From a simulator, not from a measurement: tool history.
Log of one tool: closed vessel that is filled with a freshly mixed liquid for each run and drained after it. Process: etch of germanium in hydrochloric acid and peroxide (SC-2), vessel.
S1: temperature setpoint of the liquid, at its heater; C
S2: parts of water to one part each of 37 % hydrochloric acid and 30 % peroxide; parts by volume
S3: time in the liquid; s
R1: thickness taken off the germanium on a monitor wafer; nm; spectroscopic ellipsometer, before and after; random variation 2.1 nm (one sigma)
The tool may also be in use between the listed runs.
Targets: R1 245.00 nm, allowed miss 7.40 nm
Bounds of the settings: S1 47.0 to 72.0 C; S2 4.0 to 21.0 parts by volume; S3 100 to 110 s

run 1 hour=0.0 | S1=63.0 S2=11.5 S3=100 | R1=311.19
run 2 hour=6.7 | S1=62.0 S2=11.5 S3=100 | R1=310.03
run 3 hour=15.2 | S1=61.0 S2=11.5 S3=100 | R1=295.89
run 4 hour=20.9 | S1=65.0 S2=11.5 S3=100 | R1=333.86
-- hour=23.2 new drum of peroxide connected
run 5 hour=23.2 | S1=60.0 S2=11.5 S3=100 | R1=289.05
run 6 hour=30.3 | S1=60.0 S2=11.5 S3=110 | R1=318.87
run 7 hour=36.1 | S1=59.0 S2=11.5 S3=110 | R1=313.49
run 8 hour=38.8 | S1=58.0 S2=11.5 S3=110 | R1=302.97
run 9 hour=40.2 | S1=50.0 S2=12.0 S3=110 | R1=234.52

Which of these 4 next moves meets every target?
run A hour=41.6 | S1=49.5 S2=10.5 S3=105 | R1=?
run B hour=41.6 | S1=51.5 S2=12.0 S3=100 | R1=?
run C hour=41.6 | S1=51.0 S2=11.0 S3=100 | R1=?
run D hour=41.6 | S1=52.0 S2=10.0 S3=105 | R1=?

move=A R1=227.36
move=B R1=227.10
move=C R1=225.85
move=D R1=247.02
A: further off than the last run
B: further off than the last run
C: further off than the last run
D: meets every target
Answer: D

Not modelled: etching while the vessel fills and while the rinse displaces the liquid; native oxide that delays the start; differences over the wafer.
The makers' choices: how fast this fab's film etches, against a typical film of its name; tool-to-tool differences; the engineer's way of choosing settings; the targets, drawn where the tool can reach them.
